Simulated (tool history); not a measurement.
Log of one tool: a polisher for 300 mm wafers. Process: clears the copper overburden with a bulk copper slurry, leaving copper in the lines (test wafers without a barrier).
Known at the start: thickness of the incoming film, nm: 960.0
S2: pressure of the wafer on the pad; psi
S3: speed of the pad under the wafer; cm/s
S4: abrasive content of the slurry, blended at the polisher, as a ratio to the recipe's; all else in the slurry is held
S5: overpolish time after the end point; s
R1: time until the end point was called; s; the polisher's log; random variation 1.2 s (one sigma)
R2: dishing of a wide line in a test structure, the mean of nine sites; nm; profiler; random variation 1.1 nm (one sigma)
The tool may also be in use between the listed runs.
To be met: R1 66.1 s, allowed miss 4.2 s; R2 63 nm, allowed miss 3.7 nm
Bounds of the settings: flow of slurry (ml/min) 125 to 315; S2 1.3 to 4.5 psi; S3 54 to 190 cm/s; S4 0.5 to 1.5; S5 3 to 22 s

Run 1, hour 0: flow of slurry (ml/min) 205, S2 2.9 psi, S3 122 cm/s, S4 1, S5 11 s. Result: R1 74.339 s, R2 92.11 nm.
Run 2, hour 2.1: flow of slurry (ml/min) 205, S2 3 psi, S3 124 cm/s, S4 1, S5 9 s. Result: R1 71.625 s, R2 80.509 nm.
Run 3, hour 5.9: flow of slurry (ml/min) 205, S2 3.1 psi, S3 126 cm/s, S4 1, S5 8 s. Result: R1 68.766 s, R2 79.576 nm.
Run 4, hour 12.4: flow of slurry (ml/min) 205, S2 3.1 psi, S3 126 cm/s, S4 1.2, S5 8 s. Result: R1 65.804 s, R2 79.114 nm.
Run 5, hour 16.7: flow of slurry (ml/min) 225, S2 3.1 psi, S3 126 cm/s, S4 1.2, S5 8 s. Result: R1 62.127 s, R2 85.006 nm.
Run 6, hour 25.5: flow of slurry (ml/min) 225, S2 3.1 psi, S3 126 cm/s, S4 1.2, S5 4 s. Result: R1 66.06 s, R2 46.848 nm.
Run 7, hour 27.9: flow of slurry (ml/min) 225, S2 3.1 psi, S3 122 cm/s, S4 1.2, S5 7 s. Result: R1 65.74 s, R2 71.158 nm.
Run 8, hour 36.8: flow of slurry (ml/min) 225, S2 3.1 psi, S3 124 cm/s, S4 1.2, S5 7 s. Result: R1 65.149 s, R2 72.077 nm.
Run 9, hour 43.9: flow of slurry (ml/min) 220, S2 3.1 psi, S3 126 cm/s, S4 1.2, S5 7 s. Result: R1 62.347 s, R2 75.182 nm.

Which of these 4 next moves meets every target?
Run A, hour 51: flow of slurry (ml/min) 235, S2 2.8 psi, S3 140 cm/s, S4 1.15, S5 10 s. Result: R1 ?, R2 ?.
Run B, hour 51: flow of slurry (ml/min) 180, S2 2.8 psi, S3 132 cm/s, S4 1.35, S5 6 s. Result: R1 ?, R2 ?.
Run C, hour 51: flow of slurry (ml/min) 175, S2 3.5 psi, S3 132 cm/s, S4 1.05, S5 10 s. Result: R1 ?, R2 ?.
Run D, hour 51: flow of slurry (ml/min) 225, S2 3 psi, S3 118 cm/s, S4 1.15, S5 9 s. Result: R1 ?, R2 ?.

move      R1      R2
   A  64.011  98.122
   B  67.068  65.261
   C  60.666  104.17
   D  71.885  84.734
A: further off than the last run
B: meets every target
C: further off than the last run
D: further off than the last run
The right move is B.
